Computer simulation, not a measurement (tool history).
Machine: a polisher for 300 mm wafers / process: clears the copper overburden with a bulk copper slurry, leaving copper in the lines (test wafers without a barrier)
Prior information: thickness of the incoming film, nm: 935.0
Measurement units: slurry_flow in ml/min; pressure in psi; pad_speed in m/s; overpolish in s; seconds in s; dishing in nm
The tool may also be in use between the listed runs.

run,hour,slurry_flow,pressure,pad_speed,slurry_solids,overpolish,seconds,dishing
1,0.0,155,2.7,0.86,1.0,25,148.25,74.904
2,7.0,155,2.3,0.82,1.0,26,184.83,65.793
3,11.8,155,2.3,0.62,1.0,26,216.87,58.920
4,13.0,155,2.3,0.62,1.0,22,219.88,53.048
5,18.9,180,2.3,0.62,1.0,22,210.03,52.563
6,27.1,180,2.3,0.62,0.9,22,222.41,52.388
7,30.8,175,2.2,0.62,0.9,24,227.25,54.033

Forecast run 8:
8,35.6,170,2.1,0.62,0.9,26,?,?

seconds: 244.71 s
dishing: 54.482 nm
